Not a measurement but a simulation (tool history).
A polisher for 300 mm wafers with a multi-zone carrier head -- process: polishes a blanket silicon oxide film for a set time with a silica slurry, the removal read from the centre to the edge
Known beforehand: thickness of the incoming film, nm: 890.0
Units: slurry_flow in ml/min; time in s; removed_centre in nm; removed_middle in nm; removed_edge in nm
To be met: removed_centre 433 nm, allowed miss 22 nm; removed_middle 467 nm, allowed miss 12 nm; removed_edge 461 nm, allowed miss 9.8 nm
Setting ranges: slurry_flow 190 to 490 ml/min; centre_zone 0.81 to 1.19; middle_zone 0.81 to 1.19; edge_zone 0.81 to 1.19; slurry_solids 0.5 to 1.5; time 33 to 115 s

run  hour  slurry_flow  centre_zone  middle_zone  edge_zone  slurry_solids  time  removed_centre  removed_middle  removed_edge
  1     0          315            1            1          1              1    73          359.46          347.26        347.62
  2   7.6          320            1         1.02       1.04            1.1    73          372.85          372.26        370.65
  3  16.5          325            1         1.03       1.07           1.15    73          375.21          381.37        391.15
  4  21.4          325            1         1.03       1.07           1.05    73          370.52          369.27        367.21
  5  27.1          335         1.01         1.05       1.09           1.15    73          392.26          393.07        389.72
  6  28.6          335         1.01         1.05       1.09            1.2    73          404.03          402.78        398.36
  7  31.7          340            1         1.06       1.11           1.25    73           392.7          411.98        414.12
  8  35.8          380          1.1         1.16       1.19            1.4    73          463.93          473.77         452.6
  9  37.8          380         1.08         1.15       1.19            1.4    73          473.88          466.37        447.96
 10  42.7          360         1.05         1.14       1.19            1.4    73          461.91          458.71        453.28
 11  49.4          365         1.02         1.15       1.19            1.4    73          442.03          468.64        451.46

Pick the move, out of 4, that brings all results within their allowed miss; only one does.
  A  56.1          295         0.99         1.13       1.19            1.4    76               ?               ?             ?
  B  56.1          375         0.98         1.18       1.19            1.4    72               ?               ?             ?
  C  56.1          380         1.08         1.18       1.15            1.5    69               ?               ?             ?
  D  56.1          350         1.08         1.16       1.16           1.45    72               ?               ?             ?

move  removed_centre  removed_middle  removed_edge
   A          425.61          467.24        455.88
   B          409.92          470.29        439.38
   C           442.5          463.83        425.77
   D          451.92          467.14        437.96
A: all results land within tolerance of their targets
B: the biggest miss grows against the last run
C: the biggest miss grows against the last run
D: the biggest miss grows against the last run
So the answer is move A, the one that meets all the targets.
